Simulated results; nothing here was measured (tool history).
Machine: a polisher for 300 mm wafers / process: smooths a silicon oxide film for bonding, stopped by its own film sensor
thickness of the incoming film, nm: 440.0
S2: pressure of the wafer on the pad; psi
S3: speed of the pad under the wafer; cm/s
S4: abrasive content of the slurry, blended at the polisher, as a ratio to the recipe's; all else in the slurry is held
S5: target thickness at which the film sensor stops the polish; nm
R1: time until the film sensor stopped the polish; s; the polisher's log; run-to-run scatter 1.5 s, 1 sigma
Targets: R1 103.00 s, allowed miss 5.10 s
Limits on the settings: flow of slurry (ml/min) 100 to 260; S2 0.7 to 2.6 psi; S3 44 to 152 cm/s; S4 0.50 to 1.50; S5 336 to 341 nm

run 1 hour=0.0 | flow_of_slurry_(ml/min)=165 S2=1.6 S3=98 S4=1.00 S5=341 | R1=202.63
run 2 hour=2.3 | flow_of_slurry_(ml/min)=165 S2=2.0 S3=98 S4=1.00 S5=341 | R1=169.06
run 3 hour=8.6 | flow_of_slurry_(ml/min)=165 S2=1.7 S3=98 S4=1.00 S5=341 | R1=192.30
run 4 hour=13.3 | flow_of_slurry_(ml/min)=165 S2=1.7 S3=98 S4=1.00 S5=341 | R1=197.64
run 5 hour=17.3 | flow_of_slurry_(ml/min)=165 S2=2.0 S3=104 S4=1.00 S5=341 | R1=168.06
run 6 hour=25.1 | flow_of_slurry_(ml/min)=165 S2=2.0 S3=90 S4=1.00 S5=341 | R1=186.60
run 7 hour=25.6 | flow_of_slurry_(ml/min)=170 S2=2.2 S3=102 S4=1.00 S5=341 | R1=153.88
run 8 hour=27.2 | flow_of_slurry_(ml/min)=170 S2=2.3 S3=110 S4=1.00 S5=341 | R1=140.22
run 9 hour=28.4 | flow_of_slurry_(ml/min)=170 S2=2.4 S3=118 S4=1.00 S5=341 | R1=127.59
run 10 hour=32.7 | flow_of_slurry_(ml/min)=170 S2=2.5 S3=124 S4=1.00 S5=341 | R1=117.89
run 11 hour=34.3 | flow_of_slurry_(ml/min)=170 S2=2.5 S3=128 S4=1.00 S5=341 | R1=114.38
run 12 hour=34.8 | flow_of_slurry_(ml/min)=170 S2=2.5 S3=128 S4=1.00 S5=341 | R1=116.57
run 13 hour=43.2 | flow_of_slurry_(ml/min)=170 S2=2.5 S3=132 S4=1.00 S5=341 | R1=113.98
run 14 hour=46.6 | flow_of_slurry_(ml/min)=170 S2=2.5 S3=134 S4=1.00 S5=341 | R1=111.65
run 15 hour=55.1 | flow_of_slurry_(ml/min)=170 S2=2.5 S3=136 S4=1.00 S5=341 | R1=110.63
run 16 hour=63.2 | flow_of_slurry_(ml/min)=170 S2=2.5 S3=138 S4=1.00 S5=341 | R1=108.56

4 next moves are on the table. One of them brings every result within its allowed miss. Which?
run A hour=71.3 | flow_of_slurry_(ml/min)=185 S2=2.6 S3=142 S4=0.90 S5=339 | R1=?
run B hour=71.3 | flow_of_slurry_(ml/min)=170 S2=2.3 S3=146 S4=1.00 S5=337 | R1=?
run C hour=71.3 | flow_of_slurry_(ml/min)=185 S2=2.4 S3=136 S4=1.00 S5=340 | R1=?
run D hour=71.3 | flow_of_slurry_(ml/min)=190 S2=2.6 S3=132 S4=1.05 S5=341 | R1=?

move=A R1=109.77
move=B R1=113.94
move=C R1=111.44
move=D R1=101.84
A: lands further from the targets than the last run did
B: lands further from the targets than the last run did
C: lands further from the targets than the last run did
D: each result inside its tolerance
D is the move that brings every result within its allowed miss.
